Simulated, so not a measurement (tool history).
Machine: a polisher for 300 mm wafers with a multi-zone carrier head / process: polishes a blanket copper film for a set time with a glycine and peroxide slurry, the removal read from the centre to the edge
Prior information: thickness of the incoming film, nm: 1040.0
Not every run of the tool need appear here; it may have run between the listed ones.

| run | hour | flow of slurry (ml/min) | pressure of the head's centre zone | pressure of the head's middle zone | pressure of the head's edge zone | polishing time (s) | film removed at the wafer's centre (angstrom) | film removed at mid-radius (angstrom) | film removed at the wafer's edge (angstrom) |
|---|---|---|---|---|---|---|---|---|---|
| 1 | 0.0 | 260 | 1.00 | 1.00 | 1.00 | 54 | 2978.5 | 2942.6 | 3007.3 |
| 2 | 3.2 | 260 | 1.02 | 0.99 | 0.97 | 49 | 2801.8 | 2696.2 | 2699.0 |
| 3 | 11.9 | 260 | 1.03 | 0.97 | 0.95 | 45 | 2571.5 | 2417.6 | 2517.4 |
| 4 | 13.9 | 225 | 1.03 | 0.97 | 0.95 | 45 | 2590.2 | 2388.1 | 2372.5 |
|  | 17.8 | worn pad replaced by a new one |
| 5 | 17.8 | 225 | 1.03 | 1.05 | 0.95 | 45 | 2724.1 | 2718.2 | 2577.0 |
| 6 | 24.2 | 225 | 1.03 | 1.08 | 0.95 | 45 | 2763.9 | 2748.2 | 2587.9 |
| 7 | 29.3 | 210 | 1.03 | 1.03 | 0.92 | 44 | 2606.4 | 2612.1 | 2536.3 |
| 8 | 34.5 | 200 | 1.03 | 1.02 | 0.97 | 42 | 2548.5 | 2428.3 | 2330.6 |
| 9 | 37.7 | 190 | 1.03 | 1.00 | 0.98 | 40 | 2397.7 | 2249.4 | 2273.6 |
| 10 | 45.7 | 185 | 1.04 | 0.99 | 0.95 | 39 | 2354.4 | 2208.5 | 2205.9 |
| 11 | 47.7 | 180 | 1.06 | 0.98 | 0.93 | 37 | 2221.0 | 2057.0 | 2010.3 |

The next listed run, before its measurement:
| 12 | 49.7 | 170 | 1.11 | 0.92 | 0.88 | 37 | ? | ? | ? |

film removed at the wafer's centre (angstrom): 2333.0
film removed at mid-radius (angstrom): 1929.7
film removed at the wafer's edge (angstrom): 2057.0
